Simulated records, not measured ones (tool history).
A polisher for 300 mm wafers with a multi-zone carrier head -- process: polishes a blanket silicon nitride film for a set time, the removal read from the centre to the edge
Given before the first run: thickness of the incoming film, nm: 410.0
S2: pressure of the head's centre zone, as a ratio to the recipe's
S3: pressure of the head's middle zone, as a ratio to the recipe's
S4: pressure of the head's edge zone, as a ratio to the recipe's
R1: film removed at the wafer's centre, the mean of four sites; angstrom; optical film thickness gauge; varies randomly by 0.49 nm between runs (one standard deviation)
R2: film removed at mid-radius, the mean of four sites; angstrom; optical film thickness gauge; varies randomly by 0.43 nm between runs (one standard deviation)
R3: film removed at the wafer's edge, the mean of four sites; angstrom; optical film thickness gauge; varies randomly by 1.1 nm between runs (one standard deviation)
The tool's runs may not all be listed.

run 1 hour=0 | flow_of_slurry_(ml/min)=155 S2=1 S3=1 S4=1 polishing_time_(s)=34 | R1=1125.2 R2=1113.5 R3=1171.7
run 2 hour=6.6 | flow_of_slurry_(ml/min)=155 S2=1 S3=1.03 S4=1 polishing_time_(s)=34 | R1=1126.1 R2=1151.3 R3=1182.8
run 3 hour=8.9 | flow_of_slurry_(ml/min)=175 S2=1 S3=1.03 S4=1 polishing_time_(s)=34 | R1=1149.4 R2=1178.1 R3=1200.9
run 4 hour=16.8 | flow_of_slurry_(ml/min)=175 S2=0.97 S3=1.03 S4=1 polishing_time_(s)=34 | R1=1118.3 R2=1180.8 R3=1200.3
run 5 hour=19.4 | flow_of_slurry_(ml/min)=155 S2=0.94 S3=0.97 S4=0.98 polishing_time_(s)=30 | R1=943.59 R2=955.63 R3=1044.9
run 6 hour=25 | flow_of_slurry_(ml/min)=155 S2=0.94 S3=0.97 S4=0.93 polishing_time_(s)=30 | R1=946.53 R2=972.12 R3=1005.1
run 7 hour=29.3 | flow_of_slurry_(ml/min)=140 S2=0.91 S3=0.93 S4=0.92 polishing_time_(s)=27 | R1=809.39 R2=822.83 R3=885.43
run 8 hour=31.3 | flow_of_slurry_(ml/min)=130 S2=0.89 S3=0.9 S4=0.92 polishing_time_(s)=26 | R1=755.24 R2=755.19 R3=858.32

Predict the results of run 9:
run 9 hour=39.9 | flow_of_slurry_(ml/min)=120 S2=0.88 S3=0.87 S4=0.9 polishing_time_(s)=25 | R1=? R2=? R3=?

Run 9 yielded R1 690.64 angstrom, R2 699.72 angstrom, R3 794.64 angstrom.

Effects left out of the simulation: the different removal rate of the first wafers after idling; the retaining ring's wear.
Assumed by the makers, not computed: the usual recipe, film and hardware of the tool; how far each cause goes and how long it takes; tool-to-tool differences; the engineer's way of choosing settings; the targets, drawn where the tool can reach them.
